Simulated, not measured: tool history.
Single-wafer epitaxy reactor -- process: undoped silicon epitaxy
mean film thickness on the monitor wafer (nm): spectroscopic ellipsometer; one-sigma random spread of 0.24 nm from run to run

run,hour,wafer temperature setpoint (pyrometer-controlled) (K),deposition time (s),mean film thickness on the monitor wafer (nm)
1,0.0,908.15,338,39.442
2,4.2,908.15,381,44.228
3,9.5,908.15,335,38.646
4,10.6,908.15,378,44.098
5,18.0,909.15,378,45.189
6,22.7,905.15,378,40.824

The next listed run, before its measurement:
7,29.7,906.15,378,?

{"run 7": {"mean film thickness on the monitor wafer (nm)": 41.668}}

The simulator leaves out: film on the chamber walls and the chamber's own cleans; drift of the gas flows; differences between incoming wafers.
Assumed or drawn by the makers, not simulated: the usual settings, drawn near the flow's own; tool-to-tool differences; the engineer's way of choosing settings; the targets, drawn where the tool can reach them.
